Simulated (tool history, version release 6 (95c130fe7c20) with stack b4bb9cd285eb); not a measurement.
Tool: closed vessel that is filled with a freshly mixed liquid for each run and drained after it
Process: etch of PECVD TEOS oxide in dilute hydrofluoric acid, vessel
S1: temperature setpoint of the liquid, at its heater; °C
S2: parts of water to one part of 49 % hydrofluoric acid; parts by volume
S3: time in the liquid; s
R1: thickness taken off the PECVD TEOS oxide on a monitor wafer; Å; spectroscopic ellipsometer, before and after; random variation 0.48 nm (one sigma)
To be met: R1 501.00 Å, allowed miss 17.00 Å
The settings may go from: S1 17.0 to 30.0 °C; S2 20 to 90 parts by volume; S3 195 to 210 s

run 1 hour=0.0 | S1=22.0 S2=50 S3=195 | R1=707.58
run 2 hour=7.5 | S1=19.0 S2=50 S3=195 | R1=640.20
run 3 hour=15.6 | S1=19.0 S2=50 S3=195 | R1=638.22
run 4 hour=21.7 | S1=18.5 S2=50 S3=195 | R1=610.18
run 5 hour=26.6 | S1=18.5 S2=35 S3=195 | R1=908.43
run 6 hour=33.4 | S1=18.0 S2=40 S3=195 | R1=767.16
run 7 hour=41.8 | S1=17.5 S2=45 S3=195 | R1=672.67
run 8 hour=45.1 | S1=17.0 S2=60 S3=195 | R1=478.26

Which of these 4 next moves meets every target?
run A hour=48.4 | S1=17.0 S2=60 S3=205 | R1=?
run B hour=48.4 | S1=19.0 S2=70 S3=200 | R1=?
run C hour=48.4 | S1=17.5 S2=65 S3=205 | R1=?
run D hour=48.4 | S1=17.5 S2=65 S3=195 | R1=?

move=A R1=502.34
move=B R1=452.44
move=C R1=471.17
move=D R1=448.19
A: meets every target
B: further off than the last run
C: further off than the last run
D: further off than the last run
Move A is the one to make.

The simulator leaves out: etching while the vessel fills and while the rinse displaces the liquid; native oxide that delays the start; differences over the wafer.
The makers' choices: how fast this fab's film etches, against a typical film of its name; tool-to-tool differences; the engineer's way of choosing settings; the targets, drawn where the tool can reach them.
